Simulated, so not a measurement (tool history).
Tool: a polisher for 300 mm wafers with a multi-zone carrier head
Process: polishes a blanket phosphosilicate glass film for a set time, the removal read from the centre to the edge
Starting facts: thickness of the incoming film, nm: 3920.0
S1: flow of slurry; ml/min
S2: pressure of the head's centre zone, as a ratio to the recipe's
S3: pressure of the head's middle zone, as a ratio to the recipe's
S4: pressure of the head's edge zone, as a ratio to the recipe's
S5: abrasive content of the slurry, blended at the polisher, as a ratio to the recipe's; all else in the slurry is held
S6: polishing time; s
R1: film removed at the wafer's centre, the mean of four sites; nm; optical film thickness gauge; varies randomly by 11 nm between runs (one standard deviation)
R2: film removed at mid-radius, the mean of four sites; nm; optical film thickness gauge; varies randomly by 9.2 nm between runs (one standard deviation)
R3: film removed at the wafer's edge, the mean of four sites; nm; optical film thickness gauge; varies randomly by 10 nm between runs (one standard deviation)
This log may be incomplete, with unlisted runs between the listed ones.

| run | day | S1 | S2 | S3 | S4 | S5 | S6 | R1 | R2 | R3 |
|---|---|---|---|---|---|---|---|---|---|---|
| 1 | 0 | 130 | 1 | 1 | 1 | 1 | 71 | 542.64 | 553.18 | 531.87 |
| 2 | 0.1 | 140 | 1.04 | 1.03 | 1.02 | 1.15 | 72 | 613.71 | 605.44 | 577.56 |
| 3 | 0.45 | 140 | 1.04 | 0.96 | 1.02 | 1.15 | 72 | 614.41 | 572.64 | 572 |
| 4 | 0.575 | 150 | 1.06 | 1.01 | 1.02 | 1.25 | 74 | 684.61 | 645.35 | 614.87 |
| 5 | 0.896 | 155 | 1.08 | 1.04 | 1.04 | 1.3 | 76 | 717.55 | 686.17 | 661.68 |
| 6 | 1.088 | 160 | 1.1 | 1.06 | 1.03 | 1.35 | 77 | 756.45 | 727.56 | 668.65 |
| 7 | 1.142 | 165 | 1.12 | 1.07 | 1.04 | 1.4 | 78 | 805.68 | 746.63 | 696.03 |
| 8 | 1.454 | 170 | 1.12 | 1.09 | 1.04 | 1.45 | 79 | 804.24 | 793.64 | 706.88 |
| 9 | 1.596 | 170 | 1.12 | 1.09 | 1.04 | 1.45 | 79 | 819.58 | 792.67 | 702.9 |

Run 10 has not been measured yet. What should we expect?
| 10 | 1.875 | 170 | 1.13 | 1.09 | 1.05 | 1.45 | 80 | ? | ? | ? |

{"run 10": {"R1": 842.54, "R2": 809.06, "R3": 736.5}}

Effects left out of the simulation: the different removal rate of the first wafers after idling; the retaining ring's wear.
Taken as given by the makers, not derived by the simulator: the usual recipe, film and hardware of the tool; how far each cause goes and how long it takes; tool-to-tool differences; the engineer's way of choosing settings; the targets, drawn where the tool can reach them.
